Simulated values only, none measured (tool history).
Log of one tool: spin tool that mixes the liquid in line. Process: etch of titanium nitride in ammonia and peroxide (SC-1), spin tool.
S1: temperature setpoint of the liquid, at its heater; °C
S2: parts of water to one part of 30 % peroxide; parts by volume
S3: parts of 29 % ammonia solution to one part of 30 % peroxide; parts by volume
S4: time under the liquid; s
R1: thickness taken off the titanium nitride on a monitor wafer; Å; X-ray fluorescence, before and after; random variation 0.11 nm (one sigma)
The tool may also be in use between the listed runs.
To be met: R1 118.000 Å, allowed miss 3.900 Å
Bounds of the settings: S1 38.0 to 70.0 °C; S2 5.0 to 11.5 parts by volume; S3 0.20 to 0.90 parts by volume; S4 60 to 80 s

run,hour,S1,S2,S3,S4,R1
1,0.0,54.0,6.5,0.50,80,57.138
2,2.2,54.0,7.5,0.50,80,53.539
3,9.4,54.0,7.5,0.40,80,52.009
4,17.7,56.0,7.5,0.40,80,59.643
5,20.9,49.5,7.5,0.40,80,38.113
6,24.1,49.5,7.5,0.55,80,39.767
7,28.2,52.0,7.5,0.55,80,47.724
8,35.8,60.0,7.5,0.55,80,80.909
9,37.2,61.0,7.5,0.55,80,85.699
10,42.5,61.5,7.5,0.55,80,91.337
11,49.7,62.0,7.5,0.55,80,92.572
12,54.5,66.5,7.5,0.55,80,122.620

5 next moves are on the table. One of them brings every result within its allowed miss. Which?
A,59.3,69.0,9.5,0.60,80,?
B,59.3,69.0,9.0,0.55,80,?
C,59.3,70.0,8.0,0.50,65,?
D,59.3,63.5,5.5,0.55,75,?
E,59.3,67.5,8.0,0.60,80,?

move,R1
A,131.000
B,132.730
C,119.880
D,111.960
E,130.150
A: further off than the last run
B: further off than the last run
C: meets every target
D: takes the result that was furthest off past its target
E: further off than the last run
Answer: C
